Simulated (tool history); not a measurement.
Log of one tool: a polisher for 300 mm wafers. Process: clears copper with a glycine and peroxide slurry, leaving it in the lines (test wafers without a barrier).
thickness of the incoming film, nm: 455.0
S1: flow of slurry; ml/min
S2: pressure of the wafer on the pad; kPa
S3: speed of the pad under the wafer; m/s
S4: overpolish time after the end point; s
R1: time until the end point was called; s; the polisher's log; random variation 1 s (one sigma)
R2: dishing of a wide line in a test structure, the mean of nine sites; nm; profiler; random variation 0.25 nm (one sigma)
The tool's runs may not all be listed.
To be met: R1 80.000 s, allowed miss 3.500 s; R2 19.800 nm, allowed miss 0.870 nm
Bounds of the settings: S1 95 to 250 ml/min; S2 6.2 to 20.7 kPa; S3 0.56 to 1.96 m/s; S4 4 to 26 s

run  hour   S1    S2    S3  S4      R1      R2
  1   0.0  160  13.1  1.26  13  99.889  46.016
  2   6.7  160  13.1  1.26  10  98.391  36.970
  3  11.8  175  13.1  1.26  10  96.840  37.407
  4  20.3  175  15.9  1.26  10  83.220  42.896
  5  28.5  185  14.5  1.34   9  85.230  39.078
  6  33.3  185  14.5  1.60   9  73.152  43.814
  7  38.8  195  13.1  1.64   8  77.613  36.798
  8  40.5  200  12.4  1.68   7  77.419  33.365
  9  44.1  205  11.7  1.72   7  81.504  32.187
 10  49.8  160   9.7  1.80   4  95.461  16.476

Which of these 4 next moves meets every target?
  A  55.5  170   9.7  1.88   5   ?   ?
  B  55.5  125  11.7  1.94   4   ?   ?
  C  55.5  160  12.4  1.44   4   ?   ?
  D  55.5  185   9.7  1.90   5   ?   ?

move      R1      R2
   A  92.425  21.295
   B  81.447  19.599
   C  94.571  17.133
   D  90.404  21.723
A: nearer than the last run, and not there yet
B: meets every target
C: nearer than the last run, and not there yet
D: nearer than the last run, and not there yet
The right move is B.
